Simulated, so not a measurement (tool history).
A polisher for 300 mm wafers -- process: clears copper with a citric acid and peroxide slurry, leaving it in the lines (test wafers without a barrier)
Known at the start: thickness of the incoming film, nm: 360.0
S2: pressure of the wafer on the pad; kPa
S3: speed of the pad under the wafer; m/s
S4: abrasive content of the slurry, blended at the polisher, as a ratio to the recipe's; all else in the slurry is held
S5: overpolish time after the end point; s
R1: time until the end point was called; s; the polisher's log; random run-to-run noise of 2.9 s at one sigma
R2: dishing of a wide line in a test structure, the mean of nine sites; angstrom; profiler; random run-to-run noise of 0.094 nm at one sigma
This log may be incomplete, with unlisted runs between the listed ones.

{"run": 1, "day": 0.0, "flow of slurry (ml/min)": 210, "S2": 20.0, "S3": 1.36, "S4": 1.0, "S5": 8, "R1": 118.29, "R2": 191.46}
{"run": 2, "day": 0.204, "flow of slurry (ml/min)": 160, "S2": 20.0, "S3": 1.36, "S4": 1.0, "S5": 8, "R1": 122.03, "R2": 184.48}
{"run": 3, "day": 0.271, "flow of slurry (ml/min)": 160, "S2": 20.0, "S3": 1.36, "S4": 1.1, "S5": 8, "R1": 119.54, "R2": 194.05}
{"run": 4, "day": 0.612, "flow of slurry (ml/min)": 160, "S2": 20.0, "S3": 1.36, "S4": 1.1, "S5": 9, "R1": 122.18, "R2": 212.11}
{"run": 5, "day": 0.692, "flow of slurry (ml/min)": 160, "S2": 17.9, "S3": 1.26, "S4": 1.05, "S5": 9, "R1": 144.86, "R2": 178.01}
{"run": 6, "day": 0.988, "flow of slurry (ml/min)": 160, "S2": 15.9, "S3": 1.18, "S4": 1.05, "S5": 9, "R1": 175.04, "R2": 150.41}
{"run": 7, "day": 1.258, "flow of slurry (ml/min)": 160, "S2": 14.5, "S3": 1.14, "S4": 1.05, "S5": 9, "R1": 197.48, "R2": 137.18}
{"run": 8, "day": 1.412, "flow of slurry (ml/min)": 165, "S2": 13.8, "S3": 1.12, "S4": 1.0, "S5": 9, "R1": 215.28, "R2": 123.91}

What does the tool deliver on the next run?
{"run": 9, "day": 1.533, "flow of slurry (ml/min)": 165, "S2": 13.8, "S3": 1.12, "S4": 1.0, "S5": 9, "R1": "?", "R2": "?"}

R1: 210.16 s
R2: 123.20 angstrom
